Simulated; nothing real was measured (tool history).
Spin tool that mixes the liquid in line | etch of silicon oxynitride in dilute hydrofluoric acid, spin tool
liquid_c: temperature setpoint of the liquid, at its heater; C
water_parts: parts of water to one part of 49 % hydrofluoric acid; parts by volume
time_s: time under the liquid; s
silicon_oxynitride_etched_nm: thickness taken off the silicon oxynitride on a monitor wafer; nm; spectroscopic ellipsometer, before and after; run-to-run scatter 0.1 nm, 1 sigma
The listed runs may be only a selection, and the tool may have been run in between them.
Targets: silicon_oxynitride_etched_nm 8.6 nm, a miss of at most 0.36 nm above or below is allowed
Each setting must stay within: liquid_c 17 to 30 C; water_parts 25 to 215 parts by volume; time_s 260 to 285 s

| run | hour | liquid_c | water_parts | time_s | silicon_oxynitride_etched_nm |
|---|---|---|---|---|---|
| 1 | 0 | 22 | 120 | 260 | 4.5777 |
| 2 | 1.9 | 22 | 150 | 260 | 3.7337 |
| 3 | 4.8 | 24 | 150 | 260 | 4.019 |
| 4 | 12.7 | 27.5 | 150 | 260 | 4.7129 |
| 5 | 17.1 | 27.5 | 150 | 285 | 5.1328 |
| 6 | 23.4 | 30 | 150 | 285 | 5.6852 |
| 7 | 24.7 | 30 | 140 | 285 | 6.3763 |
| 8 | 32.3 | 30 | 135 | 285 | 6.473 |
| 9 | 37.7 | 30 | 125 | 285 | 7.1876 |
| 10 | 44.2 | 30 | 120 | 285 | 7.4054 |
| 11 | 47.5 | 30 | 115 | 285 | 7.7803 |
| 12 | 48.1 | 30 | 110 | 285 | 8.081 |
| 13 | 49.3 | 30 | 100 | 285 | 9.2 |

Next run, 4 choices. One meets every target within its allowed miss, the rest don't. Which?
| A | 50.5 | 29.5 | 100 | 260 | ? |
| B | 50.5 | 30 | 105 | 260 | ? |
| C | 50.5 | 30 | 95 | 260 | ? |
| D | 50.5 | 29 | 105 | 265 | ? |

| move | silicon_oxynitride_etched_nm |
|---|---|
| A | 8.1429 |
| B | 7.8911 |
| C | 8.8111 |
| D | 7.69 |
A: pushes the last run's worst result past its target
B: pushes the last run's worst result past its target
C: every result lands within tolerance
D: pushes the last run's worst result past its target
C meets every target.

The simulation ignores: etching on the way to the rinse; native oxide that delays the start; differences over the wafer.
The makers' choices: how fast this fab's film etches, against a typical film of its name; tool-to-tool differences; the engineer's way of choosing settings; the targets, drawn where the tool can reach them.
